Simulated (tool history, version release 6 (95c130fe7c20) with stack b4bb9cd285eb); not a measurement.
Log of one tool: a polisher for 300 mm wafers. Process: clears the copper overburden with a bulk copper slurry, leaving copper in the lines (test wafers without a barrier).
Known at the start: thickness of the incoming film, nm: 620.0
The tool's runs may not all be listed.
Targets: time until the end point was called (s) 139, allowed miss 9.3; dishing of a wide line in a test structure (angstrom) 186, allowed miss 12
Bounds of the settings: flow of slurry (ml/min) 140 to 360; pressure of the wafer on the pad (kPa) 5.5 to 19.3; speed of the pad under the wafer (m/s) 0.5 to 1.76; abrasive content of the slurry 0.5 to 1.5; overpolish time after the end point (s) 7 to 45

run  hour  flow of slurry (ml/min)  pressure of the wafer on the pad (kPa)  speed of the pad under the wafer (m/s)  abrasive content of the slurry  overpolish time after the end point (s)  time until the end point was called (s)  dishing of a wide line in a test structure (angstrom)
  1     0                      230                                    12.4                                    1.12                               1                                       23                                    91.13                                                 536.99
  2   2.8                      230                                    10.3                                     1.1                               1                                       18                                   99.349                                                 438.74
  3  10.3                      230                                    10.3                                    0.96                               1                                       18                                   114.42                                                 415.11
  4  17.8                      230                                    11.7                                    0.96                               1                                       18                                   104.61                                                    436
  5    21                      265                                     9.7                                    0.86                            1.15                                       15                                   122.11                                                 371.99
  6  23.2                      265                                     9.7                                    0.86                             1.3                                       15                                    116.9                                                 363.72
  7  30.2                      230                                     8.3                                    0.86                            1.35                                       13                                   130.57                                                 318.64
  8  35.5                      205                                     7.6                                    0.88                             1.4                                       11                                   140.06                                                 259.41
  9  41.6                      185                                     6.9                                    0.94                            1.45                                       10                                   136.76                                                 235.29
 10  50.2                      140                                     5.5                                    1.02                             1.5                                        7                                   157.23                                                 167.59
 11  51.7                      145                                     5.5                                    1.04                             1.5                                        7                                   150.17                                                  165.5
 12  57.6                      155                                     5.5                                    1.04                             1.5                                        7                                   146.48                                                 172.45

Which of these 4 next moves meets every target?
  A  63.5                      155                                     5.5                                     0.9                            1.45                                       11                                        ?                                                      ?
  B  63.5                      140                                     5.5                                    1.06                             1.3                                        8                                        ?                                                      ?
  C  63.5                      140                                     6.9                                    1.04                             1.3                                        7                                        ?                                                      ?
  D  63.5                      155                                     5.5                                     0.9                            1.45                                        9                                        ?                                                      ?

move  time until the end point was called (s)  dishing of a wide line in a test structure (angstrom)
   A                                   166.07                                                 227.86
   B                                    153.4                                                 189.32
   C                                   138.56                                                 186.15
   D                                   166.07                                                 195.19
A: takes the result that was furthest off past its target
B: brings the result that was furthest off to its target, and leaves another outside
C: meets every target
D: brings the result that was furthest off to its target, and leaves another outside
The right move is C.

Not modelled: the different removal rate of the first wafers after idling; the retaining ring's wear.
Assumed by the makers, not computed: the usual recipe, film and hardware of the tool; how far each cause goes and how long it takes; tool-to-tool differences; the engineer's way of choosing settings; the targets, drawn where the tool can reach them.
